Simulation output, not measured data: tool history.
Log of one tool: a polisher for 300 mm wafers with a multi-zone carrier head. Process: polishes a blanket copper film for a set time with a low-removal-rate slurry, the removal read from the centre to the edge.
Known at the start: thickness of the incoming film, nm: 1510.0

run  hour  flow of slurry (ml/min)  pressure of the head's centre zone  pressure of the head's middle zone  pressure of the head's edge zone  abrasive content of the slurry  polishing time (s)  film removed at the wafer's centre (Å)  film removed at mid-radius (Å)  film removed at the wafer's edge (Å)
  1   0.0                      290                                1.00                                1.00                              1.00                            1.00                  86                                  2768.1                          2753.3                                2812.4
  2   3.8                      290                                1.00                                1.00                              1.00                            0.90                  86                                  2725.1                          2716.5                                2799.7
  3   9.9                      290                                1.00                                1.00                              1.00                            0.80                  86                                  2716.4                          2642.4                                2772.3
  4  14.7                      290                                1.00                                1.00                              1.00                            0.80                 101                                  3165.8                          3148.7                                3237.5
  5  23.1                      285                                0.98                                1.00                              0.95                            0.70                  83                                  2536.6                          2518.7                                2538.9
  6  26.4                      275                                0.95                                0.97                              0.91                            0.65                  72                                  2044.2                          2125.3                                2146.6

The next listed run, before its measurement:
  7  30.3                      270                                0.96                                0.95                              0.88                            0.60                  65                                       ?                               ?                                     ?

film removed at the wafer's centre (Å): 1908.7
film removed at mid-radius (Å): 1899.9
film removed at the wafer's edge (Å): 1856.3
